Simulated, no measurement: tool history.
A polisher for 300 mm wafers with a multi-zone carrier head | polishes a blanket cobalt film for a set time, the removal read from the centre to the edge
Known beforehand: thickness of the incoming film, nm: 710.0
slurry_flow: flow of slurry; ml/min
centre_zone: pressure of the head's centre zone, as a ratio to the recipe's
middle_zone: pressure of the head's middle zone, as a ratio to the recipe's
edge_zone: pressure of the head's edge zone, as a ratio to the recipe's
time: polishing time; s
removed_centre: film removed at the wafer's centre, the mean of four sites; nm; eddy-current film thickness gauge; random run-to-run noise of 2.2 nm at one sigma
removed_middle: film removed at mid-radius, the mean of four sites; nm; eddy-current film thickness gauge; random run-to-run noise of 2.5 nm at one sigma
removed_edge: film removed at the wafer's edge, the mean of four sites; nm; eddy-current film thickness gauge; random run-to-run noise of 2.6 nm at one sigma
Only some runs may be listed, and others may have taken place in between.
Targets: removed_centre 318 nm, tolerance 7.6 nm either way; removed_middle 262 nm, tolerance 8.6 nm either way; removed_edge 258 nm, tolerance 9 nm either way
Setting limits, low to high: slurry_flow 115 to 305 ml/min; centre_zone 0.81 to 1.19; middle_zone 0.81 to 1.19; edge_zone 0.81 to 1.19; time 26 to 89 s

Run 1, hour 0: slurry_flow 195 ml/min, centre_zone 1, middle_zone 1, edge_zone 1, time 57 s. Result: removed_centre 218.89 nm, removed_middle 209.92 nm, removed_edge 215.64 nm.
Run 2, hour 7.4: slurry_flow 245 ml/min, centre_zone 1, middle_zone 1, edge_zone 1, time 57 s. Result: removed_centre 224.73 nm, removed_middle 216.5 nm, removed_edge 221.94 nm.
Run 3, hour 10.5: slurry_flow 250 ml/min, centre_zone 1.04, middle_zone 1.01, edge_zone 1, time 59 s. Result: removed_centre 242.66 nm, removed_middle 228.37 nm, removed_edge 230.2 nm.
Run 4, hour 12.9: slurry_flow 210 ml/min, centre_zone 1.04, middle_zone 1.01, edge_zone 1, time 59 s. Result: removed_centre 238.9 nm, removed_middle 224.6 nm, removed_edge 229.09 nm.
Run 5, hour 16.6: slurry_flow 250 ml/min, centre_zone 1.04, middle_zone 1.01, edge_zone 1, time 59 s. Result: removed_centre 245.08 nm, removed_middle 224.58 nm, removed_edge 226.11 nm.
Run 6, hour 25.6: slurry_flow 250 ml/min, centre_zone 1.04, middle_zone 1.01, edge_zone 1, time 73 s. Result: removed_centre 301.67 nm, removed_middle 276.4 nm, removed_edge 283.22 nm.
Run 7, hour 29.4: slurry_flow 255 ml/min, centre_zone 1.05, middle_zone 1, edge_zone 0.97, time 73 s. Result: removed_centre 302.85 nm, removed_middle 278.97 nm, removed_edge 281.89 nm.
Run 8, hour 31.9: slurry_flow 260 ml/min, centre_zone 1.08, middle_zone 0.99, edge_zone 0.95, time 72 s. Result: removed_centre 310.65 nm, removed_middle 275.5 nm, removed_edge 277.45 nm.

Which of these 5 next moves meets every target?
Run A, hour 34.4: slurry_flow 245 ml/min, centre_zone 1.08, middle_zone 0.99, edge_zone 0.91, time 70 s. Result: removed_centre ?, removed_middle ?, removed_edge ?.
Run B, hour 34.4: slurry_flow 220 ml/min, centre_zone 1.15, middle_zone 0.98, edge_zone 1.04, time 71 s. Result: removed_centre ?, removed_middle ?, removed_edge ?.
Run C, hour 34.4: slurry_flow 185 ml/min, centre_zone 1.08, middle_zone 0.92, edge_zone 1.01, time 78 s. Result: removed_centre ?, removed_middle ?, removed_edge ?.
Run D, hour 34.4: slurry_flow 300 ml/min, centre_zone 1.1, middle_zone 0.93, edge_zone 0.83, time 71 s. Result: removed_centre ?, removed_middle ?, removed_edge ?.
Run E, hour 34.4: slurry_flow 250 ml/min, centre_zone 1.06, middle_zone 0.89, edge_zone 1.03, time 71 s. Result: removed_centre ?, removed_middle ?, removed_edge ?.

move  removed_centre  removed_middle  removed_edge
   A          299.15          270.86        261.62
   B          318.52          268.69        280.05
   C          319.64          273.44        298.18
   D          316.39          266.34        258.94
   E          298.33           251.9        282.32
A: the worst result of the last run now meets its target, but another is out of spec
B: its largest miss is bigger than the last run's
C: its largest miss is bigger than the last run's
D: every result lands within tolerance
E: its largest miss is bigger than the last run's
Move D is the one to make.

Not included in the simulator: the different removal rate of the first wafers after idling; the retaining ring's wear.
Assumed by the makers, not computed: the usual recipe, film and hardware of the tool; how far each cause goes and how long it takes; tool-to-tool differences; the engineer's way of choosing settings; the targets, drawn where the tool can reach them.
